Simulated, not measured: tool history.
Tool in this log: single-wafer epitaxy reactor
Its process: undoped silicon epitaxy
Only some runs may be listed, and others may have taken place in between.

| run | hour | wafer temperature setpoint (pyrometer-controlled) (deg C) | deposition time (s) | mean film thickness on the monitor wafer (angstrom) |
|---|---|---|---|---|
| 1 | 0.0 | 630 | 383 | 384.83 |
| 2 | 6.1 | 620 | 383 | 295.05 |
| 3 | 9.7 | 626 | 384 | 347.74 |
| 4 | 15.6 | 630 | 385 | 385.99 |
| 5 | 22.2 | 622 | 385 | 313.73 |
| 6 | 30.9 | 626 | 385 | 346.06 |
| 7 | 35.5 | 630 | 386 | 387.82 |

Expected results for the next run?
| 8 | 41.3 | 632 | 386 | ? |

{"run 8": {"mean film thickness on the monitor wafer (angstrom)": 408.26}}
